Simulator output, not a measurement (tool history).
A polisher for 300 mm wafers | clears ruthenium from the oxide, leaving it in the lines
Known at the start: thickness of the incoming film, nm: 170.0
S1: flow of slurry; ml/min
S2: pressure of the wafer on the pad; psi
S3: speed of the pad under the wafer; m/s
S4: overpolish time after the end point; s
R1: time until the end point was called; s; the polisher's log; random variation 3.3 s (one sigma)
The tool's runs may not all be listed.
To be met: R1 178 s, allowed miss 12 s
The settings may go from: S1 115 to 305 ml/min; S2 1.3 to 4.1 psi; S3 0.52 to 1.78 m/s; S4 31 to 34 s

run 1 day=0 | S1=195 S2=2.7 S3=1.14 S4=31 | R1=92.786
run 2 day=0.038 | S1=195 S2=2.3 S3=1.08 S4=31 | R1=114.86
run 3 day=0.075 | S1=195 S2=2.3 S3=1.08 S4=31 | R1=113.25
run 4 day=0.329 | S1=195 S2=2 S3=1.04 S4=31 | R1=124.95
run 5 day=0.675 | S1=195 S2=1.5 S3=1.04 S4=31 | R1=157.73
run 6 day=1.025 | S1=195 S2=1.4 S3=1.02 S4=31 | R1=160.31
run 7 day=1.35 | S1=195 S2=1.4 S3=1 S4=31 | R1=164.44
run 8 day=1.679 | S1=195 S2=1.4 S3=0.98 S4=31 | R1=165.11

4 next moves are on the table. One of them brings every result within its allowed miss. Which?
run A day=2.008 | S1=165 S2=1.3 S3=1 S4=34 | R1=?
run B day=2.008 | S1=225 S2=1.8 S3=0.96 S4=33 | R1=?
run C day=2.008 | S1=115 S2=1.3 S3=1.28 S4=31 | R1=?
run D day=2.008 | S1=180 S2=1.5 S3=1.08 S4=31 | R1=?

move=A R1=168.36
move=B R1=138.82
move=C R1=143.76
move=D R1=143.13
A: meets every target
B: further off than the last run
C: further off than the last run
D: further off than the last run
Answer: A
